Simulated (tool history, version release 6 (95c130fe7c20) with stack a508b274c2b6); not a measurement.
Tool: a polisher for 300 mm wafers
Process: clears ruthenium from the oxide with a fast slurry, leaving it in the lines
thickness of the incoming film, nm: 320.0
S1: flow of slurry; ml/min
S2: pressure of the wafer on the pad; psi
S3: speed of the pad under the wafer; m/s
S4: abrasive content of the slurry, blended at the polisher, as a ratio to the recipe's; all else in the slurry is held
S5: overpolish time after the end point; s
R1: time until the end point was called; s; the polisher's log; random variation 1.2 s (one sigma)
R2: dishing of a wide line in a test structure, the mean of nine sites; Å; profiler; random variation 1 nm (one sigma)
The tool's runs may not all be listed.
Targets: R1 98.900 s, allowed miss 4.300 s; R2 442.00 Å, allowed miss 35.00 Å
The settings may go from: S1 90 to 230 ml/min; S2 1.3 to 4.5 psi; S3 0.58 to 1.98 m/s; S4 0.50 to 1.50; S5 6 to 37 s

{"run": 1, "day": 0.0, "S1": 150, "S2": 2.9, "S3": 1.28, "S4": 1.0, "S5": 19, "R1": 48.769, "R2": 715.71}
{"run": 2, "day": 0.062, "S1": 150, "S2": 2.6, "S3": 1.24, "S4": 1.0, "S5": 19, "R1": 55.919, "R2": 656.14}
{"run": 3, "day": 0.304, "S1": 150, "S2": 2.6, "S3": 1.36, "S4": 1.0, "S5": 19, "R1": 50.919, "R2": 715.6}
{"run": 4, "day": 0.638, "S1": 150, "S2": 2.6, "S3": 1.22, "S4": 1.0, "S5": 19, "R1": 56.534, "R2": 621.19}
{"run": 5, "day": 0.762, "S1": 150, "S2": 2.3, "S3": 1.2, "S4": 1.0, "S5": 20, "R1": 64.778, "R2": 580.27}
{"run": 6, "day": 0.983, "S1": 150, "S2": 2.3, "S3": 1.5, "S4": 1.0, "S5": 20, "R1": 53.902, "R2": 713.04}
{"run": 7, "day": 1.238, "S1": 150, "S2": 2.1, "S3": 1.44, "S4": 1.0, "S5": 20, "R1": 59.25, "R2": 651.96}
{"run": 8, "day": 1.354, "S1": 150, "S2": 1.9, "S3": 1.38, "S4": 1.0, "S5": 20, "R1": 67.536, "R2": 566.86}
{"run": 9, "day": 1.55, "S1": 150, "S2": 1.8, "S3": 1.34, "S4": 1.0, "S5": 21, "R1": 74.082, "R2": 546.15}
{"run": 10, "day": 1.604, "S1": 150, "S2": 1.7, "S3": 1.32, "S4": 1.0, "S5": 21, "R1": 80.174, "R2": 510.77}
{"run": 11, "day": 1.933, "S1": 150, "S2": 1.6, "S3": 1.32, "S4": 1.0, "S5": 21, "R1": 84.105, "R2": 512.03}
{"run": 12, "day": 2.275, "S1": 150, "S2": 1.5, "S3": 1.32, "S4": 1.0, "S5": 21, "R1": 89.679, "R2": 479.93}
{"run": 13, "day": 2.371, "S1": 140, "S2": 1.3, "S3": 1.3, "S4": 1.0, "S5": 21, "R1": 105.87, "R2": 417.49}
{"run": 14, "day": 2.65, "S1": 145, "S2": 1.3, "S3": 1.3, "S4": 1.0, "S5": 21, "R1": 104.01, "R2": 411.48}
{"run": 15, "day": 2.996, "S1": 150, "S2": 1.3, "S3": 1.3, "S4": 1.0, "S5": 21, "R1": 103.32, "R2": 440.22}
{"run": 16, "day": 3.221, "S1": 155, "S2": 1.3, "S3": 1.3, "S4": 1.0, "S5": 20, "R1": 105.2, "R2": 397.61}
{"run": 17, "day": 3.592, "S1": 155, "S2": 1.3, "S3": 1.3, "S4": 1.0, "S5": 21, "R1": 104.52, "R2": 426.01}

Which of these 5 next moves meets every target?
{"run": "A", "day": 3.962, "S1": 190, "S2": 1.8, "S3": 0.96, "S4": 1.0, "S5": 21, "R1": "?", "R2": "?"}
{"run": "B", "day": 3.962, "S1": 180, "S2": 1.3, "S3": 1.08, "S4": 1.25, "S5": 23, "R1": "?", "R2": "?"}
{"run": "C", "day": 3.962, "S1": 170, "S2": 1.3, "S3": 1.18, "S4": 1.05, "S5": 19, "R1": "?", "R2": "?"}
{"run": "D", "day": 3.962, "S1": 145, "S2": 1.3, "S3": 1.16, "S4": 1.05, "S5": 26, "R1": "?", "R2": "?"}
{"run": "E", "day": 3.962, "S1": 130, "S2": 1.5, "S3": 1.12, "S4": 1.05, "S5": 22, "R1": "?", "R2": "?"}

move=A R1=98.083 R2=451.68
move=B R1=110.170 R2=442.36
move=C R1=109.090 R2=379.75
move=D R1=114.150 R2=475.16
move=E R1=105.630 R2=441.48
A: meets every target
B: further off than the last run
C: further off than the last run
D: further off than the last run
E: further off than the last run
The right move is A.
